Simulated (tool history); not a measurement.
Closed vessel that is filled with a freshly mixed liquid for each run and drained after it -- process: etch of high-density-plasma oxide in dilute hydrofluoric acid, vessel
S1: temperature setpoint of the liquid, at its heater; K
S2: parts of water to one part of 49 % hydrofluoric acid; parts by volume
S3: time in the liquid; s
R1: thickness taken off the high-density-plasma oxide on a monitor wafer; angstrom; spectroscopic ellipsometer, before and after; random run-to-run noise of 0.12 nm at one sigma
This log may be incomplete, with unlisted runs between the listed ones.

Run 1, hour 0: S1 295.15 K, S2 155 parts by volume, S3 105 s. Result: R1 50.779 angstrom.
Run 2, hour 2.9: S1 296.15 K, S2 145 parts by volume, S3 105 s. Result: R1 55.275 angstrom.
Run 3, hour 11.5: S1 296.15 K, S2 170 parts by volume, S3 105 s. Result: R1 46.958 angstrom.
Run 4, hour 13.8: S1 293.15 K, S2 170 parts by volume, S3 105 s. Result: R1 41.362 angstrom.
Run 5, hour 17.5: S1 295.65 K, S2 170 parts by volume, S3 105 s. Result: R1 45.295 angstrom.
Run 6, hour 21.1: S1 295.65 K, S2 225 parts by volume, S3 105 s. Result: R1 33.109 angstrom.
Run 7, hour 28: S1 296.65 K, S2 200 parts by volume, S3 105 s. Result: R1 38.666 angstrom.
Run 8, hour 30.1: S1 297.65 K, S2 175 parts by volume, S3 105 s. Result: R1 46.702 angstrom.

Expected results for the next run?
Run 9, hour 33.1: S1 301.65 K, S2 110 parts by volume, S3 105 s. Result: R1 ?.

Run 9 came out at R1 94.892 angstrom.

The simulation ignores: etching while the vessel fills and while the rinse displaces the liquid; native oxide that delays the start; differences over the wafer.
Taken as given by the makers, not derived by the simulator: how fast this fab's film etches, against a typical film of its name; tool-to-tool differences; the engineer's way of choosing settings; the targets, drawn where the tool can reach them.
